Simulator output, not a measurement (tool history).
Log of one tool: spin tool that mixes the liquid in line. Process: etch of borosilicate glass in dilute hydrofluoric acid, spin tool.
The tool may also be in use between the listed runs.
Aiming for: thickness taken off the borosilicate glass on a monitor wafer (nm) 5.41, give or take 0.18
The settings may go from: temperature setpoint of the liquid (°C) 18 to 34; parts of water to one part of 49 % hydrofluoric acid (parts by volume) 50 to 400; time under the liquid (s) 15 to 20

run	hour	temperature setpoint of the liquid (°C)	parts of water to one part of 49 % hydrofluoric acid (parts by volume)	time under the liquid (s)	thickness taken off the borosilicate glass on a monitor wafer (nm)
1	0	26	225	20	3.0954
2	7.3	27.5	215	20	3.4044
3	13	28.5	205	20	3.7544
4	15.3	28.5	205	20	3.7776
5	23.6	28.5	205	15	2.8038
6	30.8	26.5	205	15	2.6191
7	33.2	28	190	15	3.0335
8	36.3	28	190	15	3.0137
9	44	29	170	15	3.6487
10	45.8	30	165	15	3.8638
11	47.5	30.5	160	15	4.0876
12	50.8	31	155	15	4.3791
13	52.7	31.5	155	15	4.3836
14	61.3	32	150	15	4.6876
15	64.8	32.5	150	15	4.6836
16	73.2	33	145	15	5.0534
17	74.2	33.5	145	15	5.1247

Exercise: of the 4 proposed moves below, exactly one satisfies all targets within the stated allowed misses. Which move is it?
A	75.2	33	150	15	?
B	75.2	34	155	15	?
C	75.2	27.5	155	20	?
D	75.2	31.5	130	15	?

move	thickness taken off the borosilicate glass on a monitor wafer (nm)
A	4.7958
B	4.7707
C	5.0493
D	5.3961
A: its largest miss is bigger than the last run's
B: its largest miss is bigger than the last run's
C: its largest miss is bigger than the last run's
D: all results in spec
Correct choice: D, which meets every target

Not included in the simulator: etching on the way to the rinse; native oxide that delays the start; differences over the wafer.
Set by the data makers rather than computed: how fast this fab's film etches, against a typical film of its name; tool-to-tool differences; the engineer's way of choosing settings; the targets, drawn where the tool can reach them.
